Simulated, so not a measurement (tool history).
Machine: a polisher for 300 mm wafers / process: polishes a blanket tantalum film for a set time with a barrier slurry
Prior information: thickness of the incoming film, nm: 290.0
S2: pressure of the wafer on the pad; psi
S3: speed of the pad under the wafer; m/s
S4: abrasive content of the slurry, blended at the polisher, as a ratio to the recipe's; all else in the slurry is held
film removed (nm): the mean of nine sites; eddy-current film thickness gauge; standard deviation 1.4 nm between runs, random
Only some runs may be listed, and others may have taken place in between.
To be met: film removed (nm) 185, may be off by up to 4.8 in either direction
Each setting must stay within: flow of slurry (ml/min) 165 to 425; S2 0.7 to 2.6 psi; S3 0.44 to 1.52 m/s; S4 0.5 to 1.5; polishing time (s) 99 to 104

Run 1, hour 0: flow of slurry (ml/min) 275, S2 1.6 psi, S3 0.98 m/s, S4 1, polishing time (s) 99. Result: film removed (nm) 106.17.
Run 2, hour 3.4: flow of slurry (ml/min) 275, S2 1.6 psi, S3 0.98 m/s, S4 1.1, polishing time (s) 99. Result: film removed (nm) 110.25.
Run 3, hour 6.3: flow of slurry (ml/min) 275, S2 1.2 psi, S3 0.98 m/s, S4 1.1, polishing time (s) 99. Result: film removed (nm) 82.47.
Run 4, hour 10.5: flow of slurry (ml/min) 275, S2 1.2 psi, S3 0.98 m/s, S4 1.1, polishing time (s) 104. Result: film removed (nm) 86.85.
Run 5, hour 11.2: flow of slurry (ml/min) 275, S2 1.2 psi, S3 0.98 m/s, S4 1.1, polishing time (s) 99. Result: film removed (nm) 83.271.
Run 6, hour 20.1: flow of slurry (ml/min) 275, S2 1.2 psi, S3 0.98 m/s, S4 1.1, polishing time (s) 99. Result: film removed (nm) 82.171.
Run 7, hour 23: flow of slurry (ml/min) 280, S2 1.5 psi, S3 0.98 m/s, S4 1.1, polishing time (s) 99. Result: film removed (nm) 101.83.
Run 8, hour 25.4: flow of slurry (ml/min) 280, S2 1.7 psi, S3 0.98 m/s, S4 1.1, polishing time (s) 99. Result: film removed (nm) 115.44.
Run 9, hour 30.7: flow of slurry (ml/min) 280, S2 1.9 psi, S3 0.98 m/s, S4 1.1, polishing time (s) 99. Result: film removed (nm) 128.43.
Run 10, hour 36.7: flow of slurry (ml/min) 280, S2 2.1 psi, S3 0.98 m/s, S4 1.1, polishing time (s) 99. Result: film removed (nm) 142.76.
Run 11, hour 44.4: flow of slurry (ml/min) 280, S2 2.2 psi, S3 0.98 m/s, S4 1.1, polishing time (s) 99. Result: film removed (nm) 149.33.
Run 12, hour 46.6: flow of slurry (ml/min) 285, S2 2.3 psi, S3 0.98 m/s, S4 1.1, polishing time (s) 99. Result: film removed (nm) 156.45.
Run 13, hour 52.2: flow of slurry (ml/min) 285, S2 2.4 psi, S3 0.98 m/s, S4 1.1, polishing time (s) 99. Result: film removed (nm) 160.91.
Run 14, hour 56.4: flow of slurry (ml/min) 285, S2 2.5 psi, S3 1 m/s, S4 1.1, polishing time (s) 99. Result: film removed (nm) 173.46.

Pick the move, out of 5, that brings all results within their allowed miss; only one does.
Run A, hour 60.6: flow of slurry (ml/min) 275, S2 2.4 psi, S3 0.98 m/s, S4 1, polishing time (s) 100. Result: film removed (nm) ?.
Run B, hour 60.6: flow of slurry (ml/min) 180, S2 2.6 psi, S3 1.1 m/s, S4 1.1, polishing time (s) 103. Result: film removed (nm) ?.
Run C, hour 60.6: flow of slurry (ml/min) 285, S2 2.4 psi, S3 1.12 m/s, S4 1.05, polishing time (s) 100. Result: film removed (nm) ?.
Run D, hour 60.6: flow of slurry (ml/min) 295, S2 2.4 psi, S3 1.24 m/s, S4 0.95, polishing time (s) 101. Result: film removed (nm) ?.
Run E, hour 60.6: flow of slurry (ml/min) 255, S2 2.4 psi, S3 0.9 m/s, S4 1.1, polishing time (s) 103. Result: film removed (nm) ?.

move  film removed (nm)
   A             158.29
   B             196.36
   C             184.13
   D             197.98
   E             154.51
A: moves away from the targets compared with the last run
B: moves the result that the last run missed by most past its target, out the other side
C: hits every target within its allowed miss
D: moves the result that the last run missed by most past its target, out the other side
E: moves away from the targets compared with the last run
So the answer is move C, the one that meets all the targets.
